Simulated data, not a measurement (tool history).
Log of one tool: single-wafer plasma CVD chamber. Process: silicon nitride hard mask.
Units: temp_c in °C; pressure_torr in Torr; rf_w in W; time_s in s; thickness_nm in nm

run,hour,temp_c,pressure_torr,rf_w,time_s,thickness_nm
1,0.0,395,1.43,395,29.7,41.769
2,1.5,395,1.36,395,29.7,40.941
3,6.6,395,1.36,395,29.7,41.355
4,11.4,395,1.36,425,29.7,43.049
5,14.1,395,1.28,420,29.7,41.497
6,17.2,395,1.23,420,29.7,41.393
7,18.0,395,1.17,420,29.7,40.770
8,18.8,395,1.12,420,29.7,40.808
9,27.4,395,1.08,415,29.7,40.015

Run 10 comes next. What will it give?
10,33.5,395,1.05,415,29.7,?

thickness_nm: 39.401 nm
